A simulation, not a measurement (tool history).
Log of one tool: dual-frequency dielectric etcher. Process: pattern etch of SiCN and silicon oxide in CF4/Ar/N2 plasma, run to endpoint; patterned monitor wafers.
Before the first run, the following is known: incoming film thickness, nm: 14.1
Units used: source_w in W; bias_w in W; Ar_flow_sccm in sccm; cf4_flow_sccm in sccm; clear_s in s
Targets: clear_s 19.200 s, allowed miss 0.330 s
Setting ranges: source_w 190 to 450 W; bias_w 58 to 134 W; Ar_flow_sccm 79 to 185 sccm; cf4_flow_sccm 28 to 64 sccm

run  hour  source_w  bias_w  Ar_flow_sccm  cf4_flow_sccm  clear_s
  1   0.0       320      96           132             46   21.828
  2   5.5       330      96           132             46   21.436
  3  11.2       340      96           132             46   21.005
  4  17.5       340      84           132             46   22.017
  5  24.2       340      84           132             49   21.733
  6  32.7       350      84           132             49   21.475
  7  35.2       360      84           132             49   21.307
  8  43.9       380      85           132             49   20.524
  9  48.8       390      85           132             49   20.183
 10  51.9       400      85           132             49   20.018
 11  53.2       410      85           132             49   19.828

Which one of the following 4 next-run settings gets every result inside its allowed miss? There is exactly one.
  A  54.5       410      73           127             51        ?
  B  54.5       440      78           152             44        ?
  C  54.5       380      94            96             43        ?
  D  54.5       420      78           139             54        ?

move  clear_s
   A   20.706
   B   20.449
   C   19.168
   D   20.091
A: further off than the last run
B: further off than the last run
C: all results land within tolerance of their targets
D: further off than the last run
The move that meets every target is C.
